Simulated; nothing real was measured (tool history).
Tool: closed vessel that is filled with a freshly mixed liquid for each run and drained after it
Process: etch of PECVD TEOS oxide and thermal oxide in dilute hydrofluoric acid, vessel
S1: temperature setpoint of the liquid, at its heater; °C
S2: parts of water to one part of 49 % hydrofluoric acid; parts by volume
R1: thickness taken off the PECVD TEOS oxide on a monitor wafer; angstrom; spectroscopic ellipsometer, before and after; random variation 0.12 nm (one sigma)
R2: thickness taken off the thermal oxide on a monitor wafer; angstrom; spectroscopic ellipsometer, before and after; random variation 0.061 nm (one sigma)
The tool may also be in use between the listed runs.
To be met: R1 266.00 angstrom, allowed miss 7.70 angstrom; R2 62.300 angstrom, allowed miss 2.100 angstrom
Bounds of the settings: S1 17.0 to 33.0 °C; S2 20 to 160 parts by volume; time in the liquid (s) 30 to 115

{"run": 1, "hour": 0.0, "S1": 25.0, "S2": 90, "time in the liquid (s)": 60, "R1": 157.52, "R2": 36.918}
{"run": 2, "hour": 2.5, "S1": 26.5, "S2": 85, "time in the liquid (s)": 60, "R1": 179.16, "R2": 42.114}
{"run": 3, "hour": 5.6, "S1": 28.0, "S2": 85, "time in the liquid (s)": 60, "R1": 189.87, "R2": 45.057}
{"run": 4, "hour": 9.8, "S1": 29.0, "S2": 80, "time in the liquid (s)": 60, "R1": 211.87, "R2": 49.2}
{"run": 5, "hour": 13.8, "S1": 29.5, "S2": 80, "time in the liquid (s)": 60, "R1": 214.88, "R2": 50.935}
{"run": 6, "hour": 21.5, "S1": 30.0, "S2": 80, "time in the liquid (s)": 60, "R1": 218.82, "R2": 51.539}
{"run": 7, "hour": 30.3, "S1": 33.0, "S2": 70, "time in the liquid (s)": 60, "R1": 284.48, "R2": 68.166}
{"run": 8, "hour": 32.5, "S1": 32.5, "S2": 70, "time in the liquid (s)": 60, "R1": 279.68, "R2": 65.336}
{"run": 9, "hour": 39.7, "S1": 32.0, "S2": 70, "time in the liquid (s)": 60, "R1": 275.52, "R2": 65.085}
{"hour": 47.5, "done": "hydrofluoric acid flow meter replaced"}
{"run": 10, "hour": 47.5, "S1": 31.5, "S2": 70, "time in the liquid (s)": 60, "R1": 242.68, "R2": 57.114}
{"run": 11, "hour": 49.0, "S1": 32.0, "S2": 70, "time in the liquid (s)": 60, "R1": 248.68, "R2": 57.371}
{"run": 12, "hour": 50.5, "S1": 32.5, "S2": 70, "time in the liquid (s)": 60, "R1": 251.57, "R2": 58.715}
{"run": 13, "hour": 53.7, "S1": 32.5, "S2": 65, "time in the liquid (s)": 60, "R1": 272.45, "R2": 64.954}

Which of these 4 next moves meets every target?
{"run": "A", "hour": 56.9, "S1": 32.0, "S2": 90, "time in the liquid (s)": 85, "R1": "?", "R2": "?"}
{"run": "B", "hour": 56.9, "S1": 27.5, "S2": 55, "time in the liquid (s)": 55, "R1": "?", "R2": "?"}
{"run": "C", "hour": 56.9, "S1": 32.0, "S2": 70, "time in the liquid (s)": 60, "R1": "?", "R2": "?"}
{"run": "D", "hour": 56.9, "S1": 30.0, "S2": 55, "time in the liquid (s)": 50, "R1": "?", "R2": "?"}

move=A R1=264.67 R2=62.792
move=B R1=248.11 R2=58.863
move=C R1=247.68 R2=58.760
move=D R1=248.94 R2=59.058
A: meets every target
B: takes the result that was furthest off past its target
C: takes the result that was furthest off past its target
D: takes the result that was furthest off past its target
The right move is A.

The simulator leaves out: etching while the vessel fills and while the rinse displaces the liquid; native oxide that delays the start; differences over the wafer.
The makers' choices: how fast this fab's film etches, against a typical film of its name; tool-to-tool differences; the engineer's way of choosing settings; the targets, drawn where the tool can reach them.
